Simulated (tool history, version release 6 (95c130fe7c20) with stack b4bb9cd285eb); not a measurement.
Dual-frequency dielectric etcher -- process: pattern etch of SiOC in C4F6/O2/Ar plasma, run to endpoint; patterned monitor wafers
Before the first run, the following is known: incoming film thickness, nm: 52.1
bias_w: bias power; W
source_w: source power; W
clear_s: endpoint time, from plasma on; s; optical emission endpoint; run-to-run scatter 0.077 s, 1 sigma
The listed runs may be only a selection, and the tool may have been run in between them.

| run | hour | bias_w | source_w | clear_s |
|---|---|---|---|---|
| 1 | 0 | 466 | 250 | 21.014 |
| 2 | 3.9 | 433 | 250 | 21.528 |
| 3 | 8.6 | 355 | 250 | 22.892 |
| 4 | 13 | 355 | 290 | 21.353 |
| 5 | 20 | 380 | 290 | 20.831 |
| 6 | 28.2 | 326 | 290 | 21.943 |
| 7 | 28.8 | 353 | 290 | 21.341 |
| 8 | 34.2 | 377 | 290 | 20.907 |
| 9 | 43 | 470 | 300 | 19.066 |
| 10 | 44.4 | 476 | 300 | 19.147 |

Forecast run 11:
| 11 | 50.2 | 483 | 300 | ? |

clear_s: 18.823 s

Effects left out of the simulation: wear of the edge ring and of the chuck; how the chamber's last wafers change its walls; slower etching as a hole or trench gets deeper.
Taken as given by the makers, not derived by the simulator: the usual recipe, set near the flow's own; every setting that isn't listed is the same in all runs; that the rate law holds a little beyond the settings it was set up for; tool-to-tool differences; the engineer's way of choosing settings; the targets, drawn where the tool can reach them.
